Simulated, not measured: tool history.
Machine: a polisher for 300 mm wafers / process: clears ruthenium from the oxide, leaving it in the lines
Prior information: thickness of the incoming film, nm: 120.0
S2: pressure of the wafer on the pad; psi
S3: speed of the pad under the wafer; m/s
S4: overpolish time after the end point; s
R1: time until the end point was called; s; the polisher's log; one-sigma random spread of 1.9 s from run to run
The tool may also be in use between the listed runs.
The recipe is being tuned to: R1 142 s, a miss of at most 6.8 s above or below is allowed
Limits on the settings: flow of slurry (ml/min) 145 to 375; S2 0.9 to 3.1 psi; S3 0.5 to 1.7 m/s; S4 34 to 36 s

Run 1, hour 0: flow of slurry (ml/min) 240, S2 2 psi, S3 1.1 m/s, S4 34 s. Result: R1 96.139 s.
Run 2, hour 5.1: flow of slurry (ml/min) 285, S2 2 psi, S3 1.1 m/s, S4 34 s. Result: R1 93.98 s.
Run 3, hour 9.3: flow of slurry (ml/min) 285, S2 1.8 psi, S3 1.08 m/s, S4 34 s. Result: R1 107.77 s.
Run 4, hour 16.9: flow of slurry (ml/min) 285, S2 1.8 psi, S3 1.32 m/s, S4 34 s. Result: R1 88.22 s.
Run 5, hour 24: flow of slurry (ml/min) 285, S2 1.8 psi, S3 1.32 m/s, S4 34 s. Result: R1 87.631 s.
Run 6, hour 26.2: flow of slurry (ml/min) 285, S2 1.8 psi, S3 1.08 m/s, S4 34 s. Result: R1 106.64 s.
Run 7, hour 31.3: flow of slurry (ml/min) 285, S2 1.7 psi, S3 1.08 m/s, S4 34 s. Result: R1 112.37 s.
Run 8, hour 37: flow of slurry (ml/min) 285, S2 1.6 psi, S3 1.08 m/s, S4 34 s. Result: R1 117.33 s.
Run 9, hour 40.9: flow of slurry (ml/min) 285, S2 1.6 psi, S3 1.08 m/s, S4 34 s. Result: R1 119.16 s.
Run 10, hour 47.5: flow of slurry (ml/min) 285, S2 1.6 psi, S3 1.08 m/s, S4 34 s. Result: R1 119.56 s.
Run 11, hour 51.8: flow of slurry (ml/min) 285, S2 1.5 psi, S3 1.08 m/s, S4 34 s. Result: R1 125.06 s.
Run 12, hour 54.6: flow of slurry (ml/min) 285, S2 1.4 psi, S3 1.08 m/s, S4 34 s. Result: R1 127.45 s.
Run 13, hour 57.8: flow of slurry (ml/min) 285, S2 1.4 psi, S3 1.08 m/s, S4 34 s. Result: R1 132.66 s.

Which one of the following 4 next-run settings gets every result inside its allowed miss? There is exactly one.
Run A, hour 61: flow of slurry (ml/min) 270, S2 1.5 psi, S3 1.06 m/s, S4 36 s. Result: R1 ?.
Run B, hour 61: flow of slurry (ml/min) 280, S2 1.3 psi, S3 0.98 m/s, S4 36 s. Result: R1 ?.
Run C, hour 61: flow of slurry (ml/min) 300, S2 1 psi, S3 1.24 m/s, S4 34 s. Result: R1 ?.
Run D, hour 61: flow of slurry (ml/min) 245, S2 1.4 psi, S3 1.02 m/s, S4 36 s. Result: R1 ?.

move      R1
   A  128.93
   B  156.86
   C  154.56
   D  143.38
A: further off than the last run
B: takes the biggest miss from the last run beyond its target
C: takes the biggest miss from the last run beyond its target
D: in spec on every target
The right move is D.
